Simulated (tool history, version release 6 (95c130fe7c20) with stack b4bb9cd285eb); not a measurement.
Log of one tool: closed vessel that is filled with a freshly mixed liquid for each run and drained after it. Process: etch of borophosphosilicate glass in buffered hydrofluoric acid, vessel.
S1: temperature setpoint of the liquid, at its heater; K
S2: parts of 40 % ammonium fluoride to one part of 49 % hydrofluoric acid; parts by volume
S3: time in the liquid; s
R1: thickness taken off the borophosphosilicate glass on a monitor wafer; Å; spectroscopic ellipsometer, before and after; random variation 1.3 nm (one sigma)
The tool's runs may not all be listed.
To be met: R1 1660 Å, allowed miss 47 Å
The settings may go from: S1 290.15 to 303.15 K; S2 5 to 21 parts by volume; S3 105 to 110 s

{"run": 1, "hour": 0.0, "S1": 295.15, "S2": 13, "S3": 105, "R1": 2566.8}
{"run": 2, "hour": 5.6, "S1": 294.15, "S2": 13.5, "S3": 105, "R1": 2322.7}
{"run": 3, "hour": 6.9, "S1": 293.15, "S2": 14, "S3": 105, "R1": 2116.3}
{"run": 4, "hour": 15.5, "S1": 296.65, "S2": 14, "S3": 105, "R1": 2561.8}
{"run": 5, "hour": 23.0, "S1": 296.65, "S2": 14, "S3": 110, "R1": 2698.3}
{"run": 6, "hour": 28.0, "S1": 294.15, "S2": 14, "S3": 110, "R1": 2383.3}
{"run": 7, "hour": 33.1, "S1": 293.15, "S2": 14.5, "S3": 110, "R1": 2109.7}
{"run": 8, "hour": 41.4, "S1": 292.65, "S2": 14.5, "S3": 110, "R1": 2083.8}
{"run": 9, "hour": 46.8, "S1": 292.15, "S2": 14.5, "S3": 110, "R1": 2029}
{"run": 10, "hour": 54.6, "S1": 291.65, "S2": 14.5, "S3": 110, "R1": 2002.3}
{"run": 11, "hour": 62.7, "S1": 291.15, "S2": 15, "S3": 110, "R1": 1863.3}
{"run": 12, "hour": 68.5, "S1": 290.65, "S2": 15.5, "S3": 110, "R1": 1746.1}

Which of these 4 next moves meets every target?
{"run": "A", "hour": 74.3, "S1": 290.15, "S2": 14.5, "S3": 105, "R1": "?"}
{"run": "B", "hour": 74.3, "S1": 290.15, "S2": 16, "S3": 105, "R1": "?"}
{"run": "C", "hour": 74.3, "S1": 292.15, "S2": 18, "S3": 110, "R1": "?"}
{"run": "D", "hour": 74.3, "S1": 290.65, "S2": 14, "S3": 110, "R1": "?"}

move=A R1=1759.6
move=B R1=1596.3
move=C R1=1664.9
move=D R1=1963.1
A: further off than the last run
B: takes the result that was furthest off past its target
C: meets every target
D: further off than the last run
The right move is C.
